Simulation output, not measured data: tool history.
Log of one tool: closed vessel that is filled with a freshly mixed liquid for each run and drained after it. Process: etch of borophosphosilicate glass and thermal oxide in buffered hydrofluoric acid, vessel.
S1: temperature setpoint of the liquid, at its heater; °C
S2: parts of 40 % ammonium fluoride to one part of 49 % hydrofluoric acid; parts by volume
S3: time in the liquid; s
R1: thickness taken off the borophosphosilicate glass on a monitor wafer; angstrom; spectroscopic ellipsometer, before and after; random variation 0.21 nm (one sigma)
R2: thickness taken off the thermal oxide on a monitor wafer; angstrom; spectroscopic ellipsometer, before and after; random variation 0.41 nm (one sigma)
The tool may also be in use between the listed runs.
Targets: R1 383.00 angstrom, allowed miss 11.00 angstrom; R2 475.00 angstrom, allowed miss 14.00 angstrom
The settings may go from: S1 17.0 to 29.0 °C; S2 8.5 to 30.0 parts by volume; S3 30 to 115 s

| run | hour | S1 | S2 | S3 | R1 | R2 |
|---|---|---|---|---|---|---|
| 1 | 0.0 | 21.0 | 23.0 | 60 | 276.21 | 336.94 |
| 2 | 9.3 | 22.5 | 23.0 | 60 | 300.25 | 376.33 |
| 3 | 16.4 | 22.5 | 29.0 | 60 | 255.15 | 317.11 |
| 4 | 23.4 | 24.0 | 29.0 | 60 | 277.10 | 338.99 |
| 5 | 31.9 | 21.5 | 29.0 | 60 | 243.36 | 302.03 |
| 6 | 38.6 | 21.5 | 26.5 | 60 | 255.66 | 320.17 |
|  | 40.4 | hydrofluoric acid flow meter replaced |
| 7 | 40.4 | 23.5 | 26.0 | 60 | 270.59 | 334.77 |
| 8 | 46.7 | 24.5 | 22.5 | 60 | 316.64 | 397.11 |
| 9 | 47.7 | 25.5 | 22.0 | 60 | 340.74 | 418.60 |
| 10 | 54.5 | 26.0 | 22.0 | 60 | 348.08 | 423.78 |
| 11 | 58.0 | 26.5 | 21.5 | 60 | 363.56 | 452.08 |

Which of these 4 next moves meets every target?
| A | 61.5 | 27.5 | 24.5 | 60 | ? | ? |
| B | 61.5 | 28.0 | 28.0 | 75 | ? | ? |
| C | 61.5 | 26.0 | 24.5 | 70 | ? | ? |
| D | 61.5 | 26.0 | 24.5 | 65 | ? | ? |

| move | R1 | R2 |
|---|---|---|
| A | 352.71 | 433.27 |
| B | 413.12 | 507.73 |
| C | 379.76 | 466.17 |
| D | 352.63 | 432.87 |
A: further off than the last run
B: takes the result that was furthest off past its target
C: meets every target
D: further off than the last run
Answer: C

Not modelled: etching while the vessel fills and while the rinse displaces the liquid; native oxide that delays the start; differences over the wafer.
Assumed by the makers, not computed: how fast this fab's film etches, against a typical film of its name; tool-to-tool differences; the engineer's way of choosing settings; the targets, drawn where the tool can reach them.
